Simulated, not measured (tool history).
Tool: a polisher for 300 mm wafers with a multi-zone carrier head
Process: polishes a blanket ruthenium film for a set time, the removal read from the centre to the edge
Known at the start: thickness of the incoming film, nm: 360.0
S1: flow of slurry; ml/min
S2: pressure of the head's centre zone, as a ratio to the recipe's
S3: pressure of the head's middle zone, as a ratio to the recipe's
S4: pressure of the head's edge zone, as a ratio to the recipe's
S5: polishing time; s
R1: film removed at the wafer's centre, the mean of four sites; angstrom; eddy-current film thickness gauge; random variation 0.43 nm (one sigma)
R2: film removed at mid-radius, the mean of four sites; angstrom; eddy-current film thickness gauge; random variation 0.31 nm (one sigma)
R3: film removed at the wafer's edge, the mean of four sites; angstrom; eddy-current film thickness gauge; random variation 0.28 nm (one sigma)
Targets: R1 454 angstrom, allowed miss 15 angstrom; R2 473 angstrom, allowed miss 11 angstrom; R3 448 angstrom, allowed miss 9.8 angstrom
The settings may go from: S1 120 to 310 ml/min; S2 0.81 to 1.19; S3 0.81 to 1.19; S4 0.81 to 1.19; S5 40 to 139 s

| run | hour | S1 | S2 | S3 | S4 | S5 | R1 | R2 | R3 |
|---|---|---|---|---|---|---|---|---|---|
| 1 | 0 | 200 | 1 | 1 | 1 | 89 | 893.39 | 850.66 | 850.86 |
| 2 | 7.7 | 190 | 0.97 | 0.99 | 0.95 | 73 | 697.36 | 688.11 | 667.3 |
| 3 | 14.4 | 190 | 1.04 | 0.99 | 0.95 | 73 | 743.11 | 696.85 | 678.49 |
| 4 | 15.3 | 190 | 1.04 | 0.99 | 0.95 | 58 | 586.85 | 542.4 | 534.14 |
| 5 | 17 | 180 | 0.99 | 0.98 | 0.92 | 55 | 532.28 | 511.34 | 491.87 |
| 6 | 24.6 | 180 | 0.99 | 0.98 | 0.92 | 41 | 398.87 | 381.69 | 368.01 |
| 7 | 26.2 | 200 | 1.01 | 1.04 | 0.99 | 42 | 426.63 | 415.1 | 403.8 |
| 8 | 31.2 | 220 | 1.01 | 1.08 | 1.02 | 43 | 433.6 | 442.54 | 419.95 |
| 9 | 39.3 | 240 | 1.01 | 1.09 | 1.03 | 43 | 446.67 | 455.4 | 426.56 |
| 10 | 45.6 | 250 | 1 | 1.09 | 1.05 | 43 | 454.89 | 457.44 | 429.33 |

Which of these 5 next moves meets every target?
| A | 51.9 | 290 | 1 | 1.08 | 1 | 41 | ? | ? | ? |
| B | 51.9 | 235 | 1.04 | 1.02 | 1.03 | 44 | ? | ? | ? |
| C | 51.9 | 250 | 1.05 | 1.03 | 1.07 | 43 | ? | ? | ? |
| D | 51.9 | 195 | 0.97 | 1.08 | 1.02 | 47 | ? | ? | ? |
| E | 51.9 | 305 | 1.04 | 1.08 | 1.05 | 41 | ? | ? | ? |

| move | R1 | R2 | R3 |
|---|---|---|---|
| A | 427.65 | 437.27 | 406.61 |
| B | 460.17 | 438.87 | 434.76 |
| C | 457.1 | 435.34 | 435.49 |
| D | 451.82 | 475.87 | 452.5 |
| E | 443.38 | 439.41 | 418.05 |
A: further off than the last run
B: further off than the last run
C: further off than the last run
D: meets every target
E: further off than the last run
Answer: D
